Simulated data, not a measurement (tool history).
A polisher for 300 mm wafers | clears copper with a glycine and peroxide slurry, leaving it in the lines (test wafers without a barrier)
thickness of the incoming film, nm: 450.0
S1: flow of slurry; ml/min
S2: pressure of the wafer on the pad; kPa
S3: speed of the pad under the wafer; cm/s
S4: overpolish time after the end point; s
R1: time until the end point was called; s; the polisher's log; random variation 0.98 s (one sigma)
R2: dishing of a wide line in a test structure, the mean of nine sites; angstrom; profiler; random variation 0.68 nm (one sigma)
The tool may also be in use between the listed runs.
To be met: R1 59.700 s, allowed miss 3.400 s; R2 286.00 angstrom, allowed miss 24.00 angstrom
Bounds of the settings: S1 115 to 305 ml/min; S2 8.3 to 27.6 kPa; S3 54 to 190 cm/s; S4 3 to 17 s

run 1 day=0.000 | S1=195 S2=17.9 S3=122 S4=9 | R1=67.898 R2=421.97
run 2 day=0.367 | S1=195 S2=21.4 S3=122 S4=9 | R1=58.598 R2=459.75
run 3 day=0.617 | S1=195 S2=21.4 S3=150 S4=9 | R1=50.971 R2=548.17
run 4 day=0.700 | S1=195 S2=21.4 S3=150 S4=6 | R1=48.834 R2=376.88
run 5 day=1.004 | S1=195 S2=21.4 S3=150 S4=5 | R1=50.503 R2=333.39
run 6 day=1.050 | S1=195 S2=21.4 S3=162 S4=5 | R1=48.268 R2=351.51
run 7 day=1.312 | S1=195 S2=20.0 S3=160 S4=5 | R1=50.510 R2=320.97
run 8 day=1.483 | S1=195 S2=19.3 S3=158 S4=5 | R1=53.672 R2=326.61

4 next moves are on the table. One of them brings every result within its allowed miss. Which?
run A day=1.654 | S1=175 S2=20.7 S3=156 S4=5 | R1=? R2=?
run B day=1.654 | S1=195 S2=24.8 S3=152 S4=4 | R1=? R2=?
run C day=1.654 | S1=205 S2=17.2 S3=150 S4=5 | R1=? R2=?
run D day=1.654 | S1=185 S2=18.6 S3=140 S4=6 | R1=? R2=?

move=A R1=49.351 R2=334.80
move=B R1=43.342 R2=310.70
move=C R1=57.116 R2=293.09
move=D R1=57.504 R2=342.38
A: further off than the last run
B: further off than the last run
C: meets every target
D: brings the result that was furthest off to its target, and leaves another outside
Answer: C

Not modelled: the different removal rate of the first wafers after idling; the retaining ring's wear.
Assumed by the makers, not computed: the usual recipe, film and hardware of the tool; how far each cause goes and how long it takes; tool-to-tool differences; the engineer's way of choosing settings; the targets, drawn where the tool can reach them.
